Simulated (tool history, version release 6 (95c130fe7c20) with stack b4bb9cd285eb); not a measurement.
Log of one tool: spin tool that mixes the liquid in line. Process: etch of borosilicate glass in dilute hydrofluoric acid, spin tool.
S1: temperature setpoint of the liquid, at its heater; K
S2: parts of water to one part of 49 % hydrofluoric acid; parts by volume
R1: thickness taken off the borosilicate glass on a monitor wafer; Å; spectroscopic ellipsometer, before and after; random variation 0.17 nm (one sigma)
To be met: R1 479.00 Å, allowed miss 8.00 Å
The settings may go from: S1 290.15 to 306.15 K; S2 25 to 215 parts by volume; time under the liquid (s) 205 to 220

run 1 hour=0.0 | S1=298.15 S2=120 time_under_the_liquid_(s)=205 | R1=372.53
run 2 hour=5.2 | S1=298.15 S2=120 time_under_the_liquid_(s)=205 | R1=374.73
run 3 hour=7.6 | S1=295.65 S2=120 time_under_the_liquid_(s)=205 | R1=340.95
run 4 hour=11.8 | S1=297.65 S2=120 time_under_the_liquid_(s)=205 | R1=367.34
run 5 hour=14.9 | S1=297.65 S2=120 time_under_the_liquid_(s)=220 | R1=397.04
run 6 hour=21.1 | S1=298.65 S2=120 time_under_the_liquid_(s)=220 | R1=411.53
run 7 hour=23.3 | S1=299.65 S2=120 time_under_the_liquid_(s)=220 | R1=424.47
run 8 hour=30.0 | S1=300.65 S2=120 time_under_the_liquid_(s)=220 | R1=443.49
run 9 hour=35.4 | S1=301.15 S2=120 time_under_the_liquid_(s)=220 | R1=452.38
run 10 hour=43.4 | S1=301.65 S2=120 time_under_the_liquid_(s)=220 | R1=460.16
run 11 hour=48.3 | S1=302.15 S2=120 time_under_the_liquid_(s)=220 | R1=469.52

5 next moves are on the table. One of them brings every result within its allowed miss. Which?
run A hour=53.2 | S1=305.15 S2=130 time_under_the_liquid_(s)=220 | R1=?
run B hour=53.2 | S1=300.65 S2=115 time_under_the_liquid_(s)=220 | R1=?
run C hour=53.2 | S1=300.65 S2=110 time_under_the_liquid_(s)=210 | R1=?
run D hour=53.2 | S1=300.15 S2=110 time_under_the_liquid_(s)=210 | R1=?
run E hour=53.2 | S1=301.65 S2=120 time_under_the_liquid_(s)=220 | R1=?

move=A R1=477.59
move=B R1=465.22
move=C R1=467.04
move=D R1=458.14
move=E R1=460.33
A: meets every target
B: further off than the last run
C: further off than the last run
D: further off than the last run
E: further off than the last run
Answer: A
